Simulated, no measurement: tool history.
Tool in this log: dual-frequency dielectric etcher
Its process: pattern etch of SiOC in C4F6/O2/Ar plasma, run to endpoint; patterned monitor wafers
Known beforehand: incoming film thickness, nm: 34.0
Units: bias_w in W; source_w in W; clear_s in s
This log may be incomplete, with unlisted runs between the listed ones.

run,day,bias_w,source_w,clear_s
1,0,370,380,14.678
2,0.204,347,370,15.183
3,0.396,404,370,14.717
4,0.612,352,370,15.146
5,0.971,376,370,14.602
6,1.075,351,350,15.321

Run 7 has not been measured yet. What should we expect?
7,1.379,334,330,?

Logged for run 7: clear_s 15.783 s.
